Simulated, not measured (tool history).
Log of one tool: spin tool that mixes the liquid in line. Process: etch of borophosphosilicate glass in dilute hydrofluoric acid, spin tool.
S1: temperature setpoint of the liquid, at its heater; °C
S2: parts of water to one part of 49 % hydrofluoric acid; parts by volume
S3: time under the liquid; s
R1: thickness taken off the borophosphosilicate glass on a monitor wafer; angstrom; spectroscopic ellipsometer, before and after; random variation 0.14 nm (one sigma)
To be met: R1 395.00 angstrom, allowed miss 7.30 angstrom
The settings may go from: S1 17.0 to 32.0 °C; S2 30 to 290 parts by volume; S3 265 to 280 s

run,hour,S1,S2,S3,R1
1,0.0,24.0,160,265,743.31
2,6.0,22.0,175,265,623.67
3,10.9,22.0,175,280,654.42
4,12.7,22.0,175,280,654.15
5,20.5,24.0,175,280,705.14
6,24.5,22.0,185,280,611.61
7,29.2,20.5,195,280,547.61
# hour 35.4: thermometer replaced
8,35.4,20.5,195,280,506.57
9,42.8,20.5,195,280,502.52
10,50.2,19.5,195,280,486.07

Which of these 4 next moves meets every target?
A,57.6,19.5,180,280,?
B,57.6,23.0,250,270,?
C,57.6,21.5,170,280,?
D,57.6,18.0,170,280,?

move,R1
A,537.84
B,397.51
C,621.99
D,541.84
A: further off than the last run
B: meets every target
C: further off than the last run
D: further off than the last run
Move B is the one to make.
